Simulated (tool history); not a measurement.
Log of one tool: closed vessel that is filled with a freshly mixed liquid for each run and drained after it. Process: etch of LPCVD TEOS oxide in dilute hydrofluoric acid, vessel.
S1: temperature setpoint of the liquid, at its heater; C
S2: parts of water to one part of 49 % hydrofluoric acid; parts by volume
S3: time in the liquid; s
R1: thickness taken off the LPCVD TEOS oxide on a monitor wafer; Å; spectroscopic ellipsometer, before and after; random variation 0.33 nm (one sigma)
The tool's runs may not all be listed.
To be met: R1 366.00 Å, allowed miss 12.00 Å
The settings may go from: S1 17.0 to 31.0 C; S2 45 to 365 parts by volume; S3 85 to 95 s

| run | day | S1 | S2 | S3 | R1 |
|---|---|---|---|---|---|
| 1 | 0.000 | 23.0 | 205 | 85 | 106.61 |
| 2 | 0.354 | 23.0 | 205 | 85 | 108.77 |
| 3 | 0.692 | 23.0 | 150 | 85 | 155.52 |
| 4 | 1.029 | 24.0 | 140 | 85 | 174.30 |
| 5 | 1.258 | 24.0 | 140 | 85 | 172.55 |
| 6 | 1.358 | 24.0 | 140 | 85 | 174.27 |
| 7 | 1.658 | 25.0 | 130 | 85 | 199.43 |
| 8 | 1.958 | 25.5 | 125 | 85 | 212.05 |
| 9 | 2.154 | 26.0 | 120 | 85 | 223.86 |
| 10 | 2.250 | 26.5 | 115 | 85 | 240.56 |
| 11 | 2.279 | 27.0 | 110 | 85 | 258.36 |
| 12 | 2.450 | 27.5 | 110 | 85 | 263.38 |
| 13 | 2.688 | 27.5 | 110 | 85 | 267.72 |
| 14 | 2.775 | 28.0 | 110 | 85 | 268.34 |
| 15 | 3.017 | 28.5 | 105 | 85 | 290.29 |
| 16 | 3.138 | 29.0 | 105 | 85 | 298.26 |
| 17 | 3.258 | 30.0 | 95 | 85 | 335.20 |

Which of these 4 next moves meets every target?
| A | 3.379 | 30.0 | 115 | 85 | ? |
| B | 3.379 | 30.5 | 95 | 90 | ? |
| C | 3.379 | 31.0 | 90 | 90 | ? |
| D | 3.379 | 30.5 | 100 | 85 | ? |

| move | R1 |
|---|---|
| A | 275.00 |
| B | 369.38 |
| C | 400.18 |
| D | 329.04 |
A: further off than the last run
B: meets every target
C: takes the result that was furthest off past its target
D: further off than the last run
Answer: B

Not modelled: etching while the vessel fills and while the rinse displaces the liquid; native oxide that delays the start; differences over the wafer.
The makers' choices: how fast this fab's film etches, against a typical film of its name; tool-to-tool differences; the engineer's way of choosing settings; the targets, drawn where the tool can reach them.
